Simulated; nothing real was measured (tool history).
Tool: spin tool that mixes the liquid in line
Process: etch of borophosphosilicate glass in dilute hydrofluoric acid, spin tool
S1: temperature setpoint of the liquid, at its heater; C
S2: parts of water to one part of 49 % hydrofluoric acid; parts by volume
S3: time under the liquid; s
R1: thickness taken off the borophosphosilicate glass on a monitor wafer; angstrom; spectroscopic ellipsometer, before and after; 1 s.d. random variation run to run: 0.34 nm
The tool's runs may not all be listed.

Run 1, hour 0: S1 26 C, S2 100 parts by volume, S3 55 s. Result: R1 216.88 angstrom.
Run 2, hour 2.1: S1 28.5 C, S2 100 parts by volume, S3 55 s. Result: R1 239.98 angstrom.
Run 3, hour 3.7: S1 28.5 C, S2 80 parts by volume, S3 55 s. Result: R1 307.34 angstrom.
Run 4, hour 5.3: S1 28.5 C, S2 80 parts by volume, S3 55 s. Result: R1 307.43 angstrom.
Run 5, hour 6.1: S1 29.5 C, S2 80 parts by volume, S3 55 s. Result: R1 314.68 angstrom.
Run 6, hour 14.7: S1 29.5 C, S2 80 parts by volume, S3 55 s. Result: R1 323.36 angstrom.
Run 7, hour 17.8: S1 30 C, S2 80 parts by volume, S3 55 s. Result: R1 328.75 angstrom.
Run 8, hour 20.2: S1 30 C, S2 80 parts by volume, S3 55 s. Result: R1 324.93 angstrom.
Run 9, hour 22.8: S1 30.5 C, S2 80 parts by volume, S3 55 s. Result: R1 329.96 angstrom.
Run 10, hour 26.1: S1 30.5 C, S2 80 parts by volume, S3 55 s. Result: R1 339.5 angstrom.
Run 11, hour 29.8: S1 31 C, S2 80 parts by volume, S3 55 s. Result: R1 335.82 angstrom.
Run 12, hour 33.2: S1 31.5 C, S2 80 parts by volume, S3 55 s. Result: R1 346.01 angstrom.

Estimate the outcome of run 13 from the log above:
Run 13, hour 37.2: S1 32 C, S2 80 parts by volume, S3 55 s. Result: R1 ?.

R1: 351.64 angstrom
